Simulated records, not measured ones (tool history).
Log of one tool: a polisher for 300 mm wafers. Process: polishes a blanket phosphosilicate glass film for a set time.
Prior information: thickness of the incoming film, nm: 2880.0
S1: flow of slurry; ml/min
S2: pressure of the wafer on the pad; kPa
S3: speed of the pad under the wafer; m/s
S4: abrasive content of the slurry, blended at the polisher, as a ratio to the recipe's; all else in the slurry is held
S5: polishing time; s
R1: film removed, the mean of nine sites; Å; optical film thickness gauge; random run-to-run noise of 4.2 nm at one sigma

run	hour	S1	S2	S3	S4	S5	R1
1	0	235	28.3	0.76	1	65	6657.4
2	3.1	235	26.9	0.76	1	65	6278.2
3	10.3	235	25.5	0.76	1	65	6089
4	17.1	235	25.5	0.76	1	68	6375.2
5	19.9	235	25.5	0.76	1	65	5989.9
6	20.8	235	25.5	0.76	1	65	6026.1
7	26.6	235	24.1	0.76	1	65	5689.6
8	28	235	23.4	0.76	1	65	5632.2
# hour 28.7: slurry nozzle cleaned
9	28.7	235	22.8	0.76	1	65	5575.9

For run 10, what comes out?
10	33.9	235	22.1	0.76	1	65	?

R1: 5407.8 Å

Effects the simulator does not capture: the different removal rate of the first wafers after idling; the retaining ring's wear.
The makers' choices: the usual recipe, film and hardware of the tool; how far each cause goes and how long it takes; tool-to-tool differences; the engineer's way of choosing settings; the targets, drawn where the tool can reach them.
